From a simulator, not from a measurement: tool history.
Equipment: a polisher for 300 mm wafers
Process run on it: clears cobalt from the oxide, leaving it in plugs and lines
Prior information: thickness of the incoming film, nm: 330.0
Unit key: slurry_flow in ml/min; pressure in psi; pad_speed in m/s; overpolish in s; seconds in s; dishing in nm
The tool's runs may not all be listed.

run  hour  slurry_flow  pressure  pad_speed  overpolish  seconds  dishing
  1     0          285       2.4        0.8          21    76.17   36.067
  2   1.1          285       2.3        0.8          22   75.686   38.129
  3   7.4          285       2.2        0.8          22   79.668   36.078
  4    15          285       2.2        0.9          22   69.649   36.969
  5  18.2          285       2.2        0.9          31   69.038   38.704
  6  21.7          285       2.2       1.08          31   59.618   38.975
  7  26.5          280       1.6       0.92          38   81.359   38.202
  8  33.7          280       1.6        0.9          39   82.526   39.566
  9  38.5          280       1.5        0.9          39   87.195   38.722

What will run 10 give?
 10  40.2          280       1.3       0.88          39        ?        ?

{"run 10": {"seconds": 96.219, "dishing": 39.202}}
